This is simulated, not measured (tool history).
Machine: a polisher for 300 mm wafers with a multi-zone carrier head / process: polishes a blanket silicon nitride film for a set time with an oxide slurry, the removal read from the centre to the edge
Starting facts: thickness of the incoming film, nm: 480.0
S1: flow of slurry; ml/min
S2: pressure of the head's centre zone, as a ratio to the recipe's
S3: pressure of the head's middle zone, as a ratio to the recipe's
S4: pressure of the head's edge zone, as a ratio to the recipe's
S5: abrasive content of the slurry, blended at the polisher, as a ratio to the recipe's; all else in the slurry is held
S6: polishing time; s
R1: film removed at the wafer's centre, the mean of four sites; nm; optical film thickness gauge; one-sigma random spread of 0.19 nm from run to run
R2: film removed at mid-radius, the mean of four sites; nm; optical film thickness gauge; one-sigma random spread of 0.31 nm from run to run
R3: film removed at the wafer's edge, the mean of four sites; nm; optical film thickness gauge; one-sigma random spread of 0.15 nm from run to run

run	day	S1	S2	S3	S4	S5	S6	R1	R2	R3
1	0	150	1	1	1	1	57	35.831	35.717	37.418
2	0.054	145	0.99	1.01	0.98	0.95	56	33.585	34.04	35.784
3	0.079	145	0.99	1.01	0.9	0.95	56	32.773	34.14	34.117
4	0.279	145	0.99	1.01	0.9	0.95	51	30.263	31.107	30.836
5	0.462	145	0.98	1.02	0.89	0.9	50	28.932	29.944	29.469
6	0.542	145	0.96	1.03	0.88	0.85	50	27.984	29.504	28.455
7	0.896	140	0.94	1.04	0.88	0.8	50	26.123	28.651	27.478
8	1.212	135	0.93	1.04	0.87	0.75	50	25.449	28.139	26.575
9	1.571	130	0.92	1.04	0.87	0.7	50	23.611	26.238	25.47
10	1.658	130	0.91	1.04	0.86	0.7	50	23.526	26.79	25.454
11	1.812	130	0.9	1.04	0.86	0.7	50	23.079	26.306	25.515

Forecast run 12:
12	2.079	130	0.9	1.04	0.85	0.7	50	?	?	?

Run 12 yielded R1 23.189 nm, R2 26.469 nm, R3 25.026 nm.
